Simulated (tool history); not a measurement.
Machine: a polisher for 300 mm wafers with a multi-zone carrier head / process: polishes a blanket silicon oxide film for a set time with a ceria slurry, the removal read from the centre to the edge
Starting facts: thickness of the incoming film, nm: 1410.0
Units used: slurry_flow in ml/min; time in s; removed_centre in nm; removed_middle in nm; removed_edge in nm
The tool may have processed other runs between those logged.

| run | hour | slurry_flow | centre_zone | middle_zone | edge_zone | time | removed_centre | removed_middle | removed_edge |
|---|---|---|---|---|---|---|---|---|---|
| 1 | 0.0 | 125 | 1.00 | 1.00 | 1.00 | 42 | 210.110 | 214.890 | 220.850 |
| 2 | 3.6 | 125 | 1.00 | 1.00 | 1.00 | 51 | 256.900 | 258.710 | 263.430 |
| 3 | 5.9 | 125 | 1.00 | 1.00 | 1.00 | 59 | 295.320 | 303.380 | 299.770 |
| 4 | 12.4 | 125 | 1.00 | 1.00 | 1.00 | 63 | 315.790 | 318.680 | 324.450 |
| 5 | 13.1 | 125 | 1.00 | 0.96 | 1.00 | 63 | 316.500 | 310.570 | 322.470 |
| 6 | 19.1 | 115 | 0.96 | 0.93 | 0.96 | 53 | 249.050 | 250.920 | 263.930 |
| 7 | 28.0 | 105 | 0.93 | 0.90 | 0.93 | 45 | 198.760 | 199.520 | 214.860 |
| 8 | 30.1 | 100 | 0.91 | 0.88 | 0.90 | 39 | 164.610 | 166.080 | 185.720 |
| 9 | 33.5 | 95 | 0.92 | 0.89 | 0.88 | 34 | 141.740 | 147.030 | 156.550 |
| 10 | 37.2 | 90 | 0.93 | 0.88 | 0.86 | 31 | 127.380 | 128.680 | 140.710 |
| 11 | 42.6 | 90 | 0.94 | 0.89 | 0.85 | 29 | 121.860 | 121.730 | 132.230 |
| 12 | 50.6 | 90 | 0.94 | 0.92 | 0.81 | 20 | 84.438 | 86.807 | 88.013 |
| 13 | 59.4 | 105 | 0.93 | 0.91 | 0.84 | 20 | 87.453 | 90.747 | 94.186 |
| 14 | 60.3 | 115 | 0.94 | 0.91 | 0.86 | 20 | 91.767 | 92.613 | 96.452 |

Expected results for the next run?
| 15 | 66.0 | 125 | 0.94 | 0.91 | 0.88 | 20 | ? | ? | ? |

For run 15 the tool returned removed_centre 94.344 nm, removed_middle 95.054 nm, removed_edge 97.350 nm.

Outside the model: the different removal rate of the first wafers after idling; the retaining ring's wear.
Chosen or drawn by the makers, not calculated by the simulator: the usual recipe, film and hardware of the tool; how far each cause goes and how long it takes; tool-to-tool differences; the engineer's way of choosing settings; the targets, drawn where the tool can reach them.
